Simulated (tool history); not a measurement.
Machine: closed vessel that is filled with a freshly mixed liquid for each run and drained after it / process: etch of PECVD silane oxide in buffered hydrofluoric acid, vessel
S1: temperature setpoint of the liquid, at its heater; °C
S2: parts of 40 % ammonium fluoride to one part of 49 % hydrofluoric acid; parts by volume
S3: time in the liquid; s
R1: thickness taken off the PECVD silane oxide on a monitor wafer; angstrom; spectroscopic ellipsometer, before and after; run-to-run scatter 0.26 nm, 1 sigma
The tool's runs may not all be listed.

run 1 hour=0.0 | S1=24.0 S2=13.0 S3=30 | R1=327.64
run 2 hour=7.8 | S1=24.0 S2=13.0 S3=30 | R1=327.31
run 3 hour=15.8 | S1=24.0 S2=15.0 S3=30 | R1=285.30
run 4 hour=18.8 | S1=26.0 S2=15.0 S3=30 | R1=318.62
run 5 hour=20.4 | S1=26.0 S2=11.5 S3=30 | R1=414.87
run 6 hour=22.6 | S1=26.0 S2=9.0 S3=30 | R1=514.62

Forecast run 7:
run 7 hour=27.5 | S1=26.5 S2=9.0 S3=30 | R1=?

R1: 529.84 angstrom
